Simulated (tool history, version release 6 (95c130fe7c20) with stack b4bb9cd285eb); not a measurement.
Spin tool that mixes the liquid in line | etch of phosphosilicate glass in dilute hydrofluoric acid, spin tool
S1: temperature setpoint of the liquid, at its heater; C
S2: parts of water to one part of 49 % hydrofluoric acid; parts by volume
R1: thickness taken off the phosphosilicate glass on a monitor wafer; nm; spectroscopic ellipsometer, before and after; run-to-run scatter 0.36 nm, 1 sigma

{"run": 1, "day": 0.0, "S1": 21.0, "S2": 85, "time under the liquid (s)": 55, "R1": 91.755}
{"run": 2, "day": 0.283, "S1": 21.0, "S2": 105, "time under the liquid (s)": 55, "R1": 72.437}
{"run": 3, "day": 0.625, "S1": 21.0, "S2": 85, "time under the liquid (s)": 55, "R1": 92.44}
{"run": 4, "day": 0.879, "S1": 20.0, "S2": 90, "time under the liquid (s)": 55, "R1": 81.79}
{"run": 5, "day": 1.121, "S1": 20.0, "S2": 90, "time under the liquid (s)": 60, "R1": 89.96}
{"run": 6, "day": 1.292, "S1": 22.0, "S2": 90, "time under the liquid (s)": 60, "R1": 97.75}
{"run": 7, "day": 1.4, "S1": 21.0, "S2": 100, "time under the liquid (s)": 60, "R1": 82.853}
{"run": 8, "day": 1.467, "S1": 20.0, "S2": 105, "time under the liquid (s)": 60, "R1": 76.074}
{"run": 9, "day": 1.567, "S1": 19.5, "S2": 110, "time under the liquid (s)": 60, "R1": 70.168}
{"run": 10, "day": 1.892, "S1": 19.0, "S2": 110, "time under the liquid (s)": 60, "R1": 70.059}
{"run": 11, "day": 2.246, "S1": 18.5, "S2": 115, "time under the liquid (s)": 60, "R1": 65.104}

Forecast run 12:
{"run": 12, "day": 2.525, "S1": 18.0, "S2": 115, "time under the liquid (s)": 60, "R1": "?"}

Run 12 measured R1 63.756 nm.

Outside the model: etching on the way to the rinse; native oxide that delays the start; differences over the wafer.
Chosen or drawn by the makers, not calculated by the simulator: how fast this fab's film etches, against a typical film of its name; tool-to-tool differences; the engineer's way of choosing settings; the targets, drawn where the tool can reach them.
